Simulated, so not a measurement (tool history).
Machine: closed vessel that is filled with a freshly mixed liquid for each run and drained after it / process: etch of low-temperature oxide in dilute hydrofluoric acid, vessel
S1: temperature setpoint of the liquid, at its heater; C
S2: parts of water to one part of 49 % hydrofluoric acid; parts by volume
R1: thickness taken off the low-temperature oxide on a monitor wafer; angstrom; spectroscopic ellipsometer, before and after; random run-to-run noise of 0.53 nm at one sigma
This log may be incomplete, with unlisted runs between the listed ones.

{"run": 1, "hour": 0.0, "S1": 25.0, "S2": 115, "time in the liquid (s)": 90, "R1": 305.6}
{"run": 2, "hour": 7.3, "S1": 26.0, "S2": 105, "time in the liquid (s)": 90, "R1": 352.07}
{"run": 3, "hour": 15.1, "S1": 26.0, "S2": 105, "time in the liquid (s)": 95, "R1": 374.58}
{"run": 4, "hour": 23.9, "S1": 26.0, "S2": 65, "time in the liquid (s)": 95, "R1": 635.21}
{"run": 5, "hour": 27.6, "S1": 26.0, "S2": 65, "time in the liquid (s)": 90, "R1": 602.86}
{"run": 6, "hour": 32.3, "S1": 27.0, "S2": 65, "time in the liquid (s)": 90, "R1": 626.84}

Estimate the outcome of run 7 from the log above:
{"run": 7, "hour": 33.1, "S1": 27.5, "S2": 65, "time in the liquid (s)": 90, "R1": "?"}

R1: 644.88 angstrom
